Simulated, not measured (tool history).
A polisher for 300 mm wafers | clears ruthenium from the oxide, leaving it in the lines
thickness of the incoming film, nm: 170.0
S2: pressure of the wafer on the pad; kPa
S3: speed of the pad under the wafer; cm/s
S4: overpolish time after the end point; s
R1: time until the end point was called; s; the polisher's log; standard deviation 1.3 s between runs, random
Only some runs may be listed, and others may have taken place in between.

{"run": 1, "hour": 0.0, "flow of slurry (ml/min)": 150, "S2": 15.2, "S3": 114, "S4": 19, "R1": 121.16}
{"run": 2, "hour": 6.9, "flow of slurry (ml/min)": 150, "S2": 15.2, "S3": 114, "S4": 19, "R1": 125.83}
{"run": 3, "hour": 13.5, "flow of slurry (ml/min)": 175, "S2": 15.2, "S3": 114, "S4": 19, "R1": 120.35}
{"run": 4, "hour": 21.4, "flow of slurry (ml/min)": 145, "S2": 15.2, "S3": 114, "S4": 19, "R1": 123.19}
{"run": 5, "hour": 25.4, "flow of slurry (ml/min)": 145, "S2": 16.5, "S3": 114, "S4": 19, "R1": 115.45}
{"run": 6, "hour": 32.7, "flow of slurry (ml/min)": 145, "S2": 17.9, "S3": 116, "S4": 19, "R1": 102.82}
{"run": 7, "hour": 37.9, "flow of slurry (ml/min)": 145, "S2": 18.6, "S3": 116, "S4": 19, "R1": 103.07}

Run 8 has not been measured yet. What should we expect?
{"run": 8, "hour": 44.1, "flow of slurry (ml/min)": 145, "S2": 19.3, "S3": 116, "S4": 19, "R1": "?"}

R1: 96.261 s
